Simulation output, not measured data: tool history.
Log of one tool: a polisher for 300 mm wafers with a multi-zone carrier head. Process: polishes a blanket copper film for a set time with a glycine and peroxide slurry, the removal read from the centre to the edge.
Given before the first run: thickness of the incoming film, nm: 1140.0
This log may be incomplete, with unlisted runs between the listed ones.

run	hour	flow of slurry (ml/min)	pressure of the head's centre zone	pressure of the head's middle zone	pressure of the head's edge zone	polishing time (s)	film removed at the wafer's centre (angstrom)	film removed at mid-radius (angstrom)	film removed at the wafer's edge (angstrom)
1	0.0	140	1.00	1.00	1.00	84	3381.1	3344.4	3296.7
2	3.3	140	1.00	1.00	0.95	84	3360.0	3294.8	3229.8
3	7.8	140	1.00	1.08	0.95	84	3372.2	3524.7	3199.1
4	9.4	130	0.95	1.05	0.92	80	3011.0	3252.0	2977.3
5	16.8	120	0.91	1.02	0.91	77	2775.9	3026.6	2840.4
6	22.2	95	0.91	1.02	0.91	77	2569.7	2946.5	2774.9

Run 7 is up next; what results do you expect?
7	26.6	95	0.89	1.00	0.89	75	?	?	?

Logged for run 7: film removed at the wafer's centre (angstrom) 2466.5, film removed at mid-radius (angstrom) 2777.9, film removed at the wafer's edge (angstrom) 2638.1.
